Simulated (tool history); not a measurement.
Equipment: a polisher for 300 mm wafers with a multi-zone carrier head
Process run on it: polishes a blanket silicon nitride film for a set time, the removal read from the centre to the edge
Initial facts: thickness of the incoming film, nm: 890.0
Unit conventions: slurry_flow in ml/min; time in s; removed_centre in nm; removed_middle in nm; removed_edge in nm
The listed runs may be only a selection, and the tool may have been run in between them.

{"run": 1, "hour": 0.0, "slurry_flow": 150, "centre_zone": 1, "middle_zone": 1, "edge_zone": 1, "time": 76, "removed_centre": 165.43, "removed_middle": 173.38, "removed_edge": 161.87}
{"run": 2, "hour": 2.4, "slurry_flow": 175, "centre_zone": 1, "middle_zone": 1, "edge_zone": 1, "time": 76, "removed_centre": 174.3, "removed_middle": 171.51, "removed_edge": 167.15}
{"run": 3, "hour": 4.6, "slurry_flow": 185, "centre_zone": 1, "middle_zone": 1, "edge_zone": 1.04, "time": 80, "removed_centre": 181.66, "removed_middle": 191.02, "removed_edge": 179.19}
{"run": 4, "hour": 7.7, "slurry_flow": 195, "centre_zone": 0.99, "middle_zone": 0.95, "edge_zone": 1.04, "time": 84, "removed_centre": 197.62, "removed_middle": 188.03, "removed_edge": 191.02}
{"run": 5, "hour": 14.6, "slurry_flow": 195, "centre_zone": 0.99, "middle_zone": 0.95, "edge_zone": 0.98, "time": 84, "removed_centre": 198.66, "removed_middle": 189.94, "removed_edge": 186.14}
{"run": 6, "hour": 20.6, "slurry_flow": 195, "centre_zone": 0.98, "middle_zone": 0.93, "edge_zone": 1.02, "time": 87, "removed_centre": 197.54, "removed_middle": 193.53, "removed_edge": 197.88}

Estimate the outcome of run 7 from the log above:
{"run": 7, "hour": 24.5, "slurry_flow": 200, "centre_zone": 0.99, "middle_zone": 0.92, "edge_zone": 1.04, "time": 89, "removed_centre": "?", "removed_middle": "?", "removed_edge": "?"}

Logged for run 7: removed_centre 207.08 nm, removed_middle 198.98 nm, removed_edge 205.26 nm.
